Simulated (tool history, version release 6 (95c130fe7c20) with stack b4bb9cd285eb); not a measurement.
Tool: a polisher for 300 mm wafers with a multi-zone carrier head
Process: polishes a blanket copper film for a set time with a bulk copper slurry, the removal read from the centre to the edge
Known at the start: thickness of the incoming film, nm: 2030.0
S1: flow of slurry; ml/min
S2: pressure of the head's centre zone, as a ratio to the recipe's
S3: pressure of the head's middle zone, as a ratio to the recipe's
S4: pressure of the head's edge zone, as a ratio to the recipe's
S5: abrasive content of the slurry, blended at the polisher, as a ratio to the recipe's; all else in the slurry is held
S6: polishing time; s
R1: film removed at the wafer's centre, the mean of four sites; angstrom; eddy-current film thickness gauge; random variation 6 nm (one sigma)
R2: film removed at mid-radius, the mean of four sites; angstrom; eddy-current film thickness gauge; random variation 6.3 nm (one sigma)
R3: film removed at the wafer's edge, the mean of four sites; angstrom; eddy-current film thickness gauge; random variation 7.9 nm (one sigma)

run 1 hour=0 | S1=315 S2=1 S3=1 S4=1 S5=1 S6=50 | R1=7395.1 R2=7232.2 R3=7372.1
run 2 hour=4.3 | S1=315 S2=1 S3=0.94 S4=1 S5=1 S6=50 | R1=7423.1 R2=6753.3 R3=7334.7
run 3 hour=9.1 | S1=310 S2=0.98 S3=0.95 S4=1.05 S5=1.15 S6=52 | R1=7986 R2=7406.6 R3=8283.3
run 4 hour=10.1 | S1=320 S2=0.97 S3=0.97 S4=1.09 S5=1.25 S6=52 | R1=8078.3 R2=7796 R3=8529
run 5 hour=12.3 | S1=320 S2=0.97 S3=0.97 S4=1.09 S5=1.25 S6=46 | R1=7132.8 R2=6953.5 R3=7539.6
run 6 hour=14.7 | S1=320 S2=0.92 S3=0.97 S4=1.09 S5=1.25 S6=46 | R1=6807.5 R2=6976.8 R3=7610.3
run 7 hour=16.6 | S1=320 S2=0.92 S3=0.97 S4=1.09 S5=1.25 S6=46 | R1=6795.8 R2=6884.2 R3=7452.2

Run 8 comes next. What will it give?
run 8 hour=21.1 | S1=320 S2=0.92 S3=0.97 S4=1.09 S5=1.25 S6=46 | R1=? R2=? R3=?

{"run 8": {"R1": 6731.9, "R2": 7003.5, "R3": 7521.5}}
